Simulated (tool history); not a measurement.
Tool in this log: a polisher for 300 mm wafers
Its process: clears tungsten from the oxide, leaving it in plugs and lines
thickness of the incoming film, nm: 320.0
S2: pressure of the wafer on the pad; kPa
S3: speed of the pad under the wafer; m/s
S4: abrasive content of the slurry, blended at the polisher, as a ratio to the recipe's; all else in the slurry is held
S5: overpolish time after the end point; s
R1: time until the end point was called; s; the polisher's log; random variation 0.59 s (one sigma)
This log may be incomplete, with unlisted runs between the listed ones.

run 1 hour=0.0 | flow_of_slurry_(ml/min)=260 S2=32.4 S3=0.98 S4=1.0 S5=39 | R1=72.539
run 2 hour=0.9 | flow_of_slurry_(ml/min)=260 S2=35.2 S3=0.98 S4=1.0 S5=39 | R1=68.358
run 3 hour=1.9 | flow_of_slurry_(ml/min)=260 S2=35.2 S3=0.98 S4=1.1 S5=39 | R1=64.795
run 4 hour=6.5 | flow_of_slurry_(ml/min)=260 S2=37.9 S3=0.98 S4=1.1 S5=39 | R1=60.875
-- hour=7.5 slurry blender recalibrated
run 5 hour=7.5 | flow_of_slurry_(ml/min)=260 S2=40.0 S3=0.98 S4=1.1 S5=39 | R1=52.689
run 6 hour=13.8 | flow_of_slurry_(ml/min)=260 S2=40.7 S3=0.98 S4=1.1 S5=39 | R1=50.916
run 7 hour=16.9 | flow_of_slurry_(ml/min)=260 S2=41.4 S3=0.98 S4=1.1 S5=39 | R1=51.001
run 8 hour=20.2 | flow_of_slurry_(ml/min)=260 S2=42.1 S3=0.98 S4=1.1 S5=39 | R1=50.163

Expected results for the next run?
run 9 hour=27.7 | flow_of_slurry_(ml/min)=260 S2=42.7 S3=0.98 S4=1.1 S5=39 | R1=?

{"run 9": {"R1": 48.65}}
